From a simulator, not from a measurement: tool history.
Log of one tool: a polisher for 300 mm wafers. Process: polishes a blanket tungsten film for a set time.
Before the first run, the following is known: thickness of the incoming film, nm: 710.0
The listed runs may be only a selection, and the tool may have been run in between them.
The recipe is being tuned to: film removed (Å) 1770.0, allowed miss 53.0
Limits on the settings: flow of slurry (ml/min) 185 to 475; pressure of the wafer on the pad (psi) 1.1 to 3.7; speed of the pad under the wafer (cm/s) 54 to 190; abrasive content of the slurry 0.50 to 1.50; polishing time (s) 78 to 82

run  hour  flow of slurry (ml/min)  pressure of the wafer on the pad (psi)  speed of the pad under the wafer (cm/s)  abrasive content of the slurry  polishing time (s)  film removed (Å)
  1   0.0                      305                                     2.4                                      122                            1.00                  78            2510.4
  2   8.1                      305                                     2.3                                      122                            1.00                  78            2422.9
  3  16.6                      305                                     2.2                                      122                            1.00                  78            2318.9
  4  20.5                      305                                     2.1                                      122                            1.00                  78            2223.6
     25.0  -- slurry nozzle cleaned
  5  25.0                      305                                     2.6                                      122                            1.00                  78            2841.8
  6  31.9                      305                                     2.5                                      122                            1.00                  78            2697.0
  7  38.8                      305                                     2.4                                      122                            1.00                  78            2603.7
  8  40.4                      305                                     2.3                                      122                            1.00                  78            2517.8
  9  48.7                      305                                     2.2                                      122                            1.00                  78            2454.0
 10  52.6                      305                                     2.1                                      122                            1.00                  78            2258.5
 11  60.4                      305                                     2.0                                      122                            1.00                  78            2200.7
 12  65.9                      305                                     1.9                                      122                            1.00                  78            2068.2
 13  74.0                      305                                     1.7                                      122                            1.00                  78            1884.5

4 candidate next runs follow, results not yet known. Just one meets every target within its allowed miss. Identify it.
  A  82.1                      185                                     1.4                                      166                            1.30                  78                 ?
  B  82.1                      275                                     2.0                                      118                            1.05                  78                 ?
  C  82.1                      365                                     1.6                                      142                            0.95                  82                 ?
  D  82.1                      295                                     1.7                                      112                            1.05                  78                 ?

move  film removed (Å)
   A            1894.3
   B            2156.7
   C            2067.5
   D            1800.5
A: moves away from the targets compared with the last run
B: moves away from the targets compared with the last run
C: moves away from the targets compared with the last run
D: hits every target within its allowed miss
Move D is the one to make.
